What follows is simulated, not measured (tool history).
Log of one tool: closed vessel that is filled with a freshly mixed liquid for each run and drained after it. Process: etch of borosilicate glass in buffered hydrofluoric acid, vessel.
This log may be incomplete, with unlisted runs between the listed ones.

run	hour	temperature setpoint of the liquid (C)	parts of 40 % ammonium fluoride to one part of 49 % hydrofluoric acid (parts by volume)	time in the liquid (s)	thickness taken off the borosilicate glass on a monitor wafer (angstrom)
1	0.0	23.0	12	90	895.42
2	1.0	23.0	10	90	1025.80
3	3.6	24.0	10	90	1120.60
4	12.2	25.0	10	90	1162.10
5	17.6	26.5	10	90	1265.30
6	25.8	26.5	10	90	1242.50
# hour 35.1: hydrofluoric acid flow meter replaced
7	35.1	27.0	10	90	1215.90
8	39.1	31.0	8	90	1849.10

Run 9, settings as shown, results not yet in. Your forecast:
9	45.9	30.5	8	90	?

{"run 9": {"thickness taken off the borosilicate glass on a monitor wafer (angstrom)": 1793.6}}

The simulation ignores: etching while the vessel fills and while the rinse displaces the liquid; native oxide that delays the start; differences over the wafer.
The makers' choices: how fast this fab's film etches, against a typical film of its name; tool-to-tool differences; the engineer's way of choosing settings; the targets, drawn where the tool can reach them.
